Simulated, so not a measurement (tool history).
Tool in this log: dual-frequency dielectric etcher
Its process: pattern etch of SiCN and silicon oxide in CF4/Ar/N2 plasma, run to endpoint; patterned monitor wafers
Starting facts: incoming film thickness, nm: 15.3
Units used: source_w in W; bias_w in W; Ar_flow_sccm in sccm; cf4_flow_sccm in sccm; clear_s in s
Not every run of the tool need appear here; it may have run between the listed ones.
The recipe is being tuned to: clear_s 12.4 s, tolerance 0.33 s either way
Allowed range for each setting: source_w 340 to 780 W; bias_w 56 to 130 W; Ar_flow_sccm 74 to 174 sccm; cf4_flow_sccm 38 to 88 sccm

run	hour	source_w	bias_w	Ar_flow_sccm	cf4_flow_sccm	clear_s
1	0	560	93	124	63	14.512
2	8.5	570	93	124	63	14.12
3	17.3	570	93	124	70	14.042
4	25.8	580	93	124	70	13.854
5	27.3	590	93	124	70	13.603
6	35.1	600	93	124	70	13.601
7	36.6	610	93	124	70	13.244
8	45.1	630	94	124	70	13.04

Consider the 5 candidate settings below. Which is the only one whose results all fall within their allowed miss of target?
A	53.6	670	98	138	73	?
B	53.6	530	108	118	66	?
C	53.6	610	94	116	67	?
D	53.6	730	101	131	67	?
E	53.6	580	88	121	73	?

move	clear_s
A	12.279
B	13.944
C	13.212
D	11.465
E	13.924
A: all results in spec
B: the biggest miss grows against the last run
C: the biggest miss grows against the last run
D: the result that was furthest off in the last run now lies on the other side of its target
E: the biggest miss grows against the last run
A is the move that brings every result within its allowed miss.

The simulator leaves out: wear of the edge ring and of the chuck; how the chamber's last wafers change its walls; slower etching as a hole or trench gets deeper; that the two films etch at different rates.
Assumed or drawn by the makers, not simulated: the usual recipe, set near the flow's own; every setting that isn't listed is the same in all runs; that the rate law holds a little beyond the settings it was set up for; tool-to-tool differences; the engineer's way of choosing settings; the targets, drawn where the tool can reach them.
